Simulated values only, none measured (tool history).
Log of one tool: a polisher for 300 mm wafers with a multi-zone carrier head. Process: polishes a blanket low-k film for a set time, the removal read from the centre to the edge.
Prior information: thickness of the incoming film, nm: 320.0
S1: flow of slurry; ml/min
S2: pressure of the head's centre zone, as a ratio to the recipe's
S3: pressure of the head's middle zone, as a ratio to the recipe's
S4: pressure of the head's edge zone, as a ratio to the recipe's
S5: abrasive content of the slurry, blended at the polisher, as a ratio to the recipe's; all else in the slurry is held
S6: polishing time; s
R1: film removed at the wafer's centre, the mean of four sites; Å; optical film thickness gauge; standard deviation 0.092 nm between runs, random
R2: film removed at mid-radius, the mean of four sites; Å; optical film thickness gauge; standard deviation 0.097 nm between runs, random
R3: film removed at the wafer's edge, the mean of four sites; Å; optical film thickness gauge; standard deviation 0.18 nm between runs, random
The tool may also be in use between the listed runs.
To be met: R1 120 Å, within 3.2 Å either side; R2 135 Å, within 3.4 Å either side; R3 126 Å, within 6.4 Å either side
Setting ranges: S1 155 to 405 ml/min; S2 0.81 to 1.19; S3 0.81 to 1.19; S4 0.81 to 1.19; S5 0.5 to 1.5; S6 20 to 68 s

| run | hour | S1 | S2 | S3 | S4 | S5 | S6 | R1 | R2 | R3 |
|---|---|---|---|---|---|---|---|---|---|---|
| 1 | 0 | 260 | 1 | 1 | 1 | 1 | 44 | 171.92 | 165.8 | 166.37 |
| 2 | 7.3 | 260 | 1 | 1 | 1 | 0.8 | 44 | 152.47 | 145.44 | 146.62 |
| 3 | 10.7 | 250 | 0.96 | 1 | 0.96 | 0.8 | 44 | 144.44 | 146.74 | 144.19 |
| 4 | 16.6 | 250 | 0.91 | 1 | 0.96 | 0.8 | 44 | 139.97 | 144.08 | 145.28 |
| 5 | 22.6 | 250 | 0.91 | 1.06 | 0.96 | 0.8 | 44 | 139.97 | 153.94 | 143.84 |
| 6 | 29.5 | 290 | 0.91 | 1.06 | 0.96 | 0.8 | 44 | 141.11 | 158.09 | 145.13 |
| 7 | 36.2 | 280 | 0.89 | 1.04 | 0.93 | 0.75 | 44 | 131.68 | 147.63 | 137.23 |
| 8 | 40.2 | 210 | 0.86 | 1.01 | 0.84 | 0.75 | 44 | 125.11 | 137.05 | 126.23 |

Below are 4 possible settings for the next run. Only one of them brings all results inside the allowed miss of their targets. Which is it?
| A | 44.2 | 200 | 0.93 | 1.04 | 0.98 | 0.65 | 47 | ? | ? | ? |
| B | 44.2 | 250 | 0.91 | 0.93 | 0.88 | 0.8 | 43 | ? | ? | ? |
| C | 44.2 | 220 | 0.84 | 1 | 0.86 | 0.7 | 45 | ? | ? | ? |
| D | 44.2 | 155 | 0.91 | 1.02 | 0.81 | 0.7 | 49 | ? | ? | ? |

| move | R1 | R2 | R3 |
|---|---|---|---|
| A | 126.93 | 136.76 | 131.7 |
| B | 134.93 | 134.47 | 134.43 |
| C | 118.98 | 135.23 | 126.31 |
| D | 128.92 | 140.17 | 127.66 |
A: moves away from the targets compared with the last run
B: moves away from the targets compared with the last run
C: in spec on every target
D: moves away from the targets compared with the last run
The right move is C.
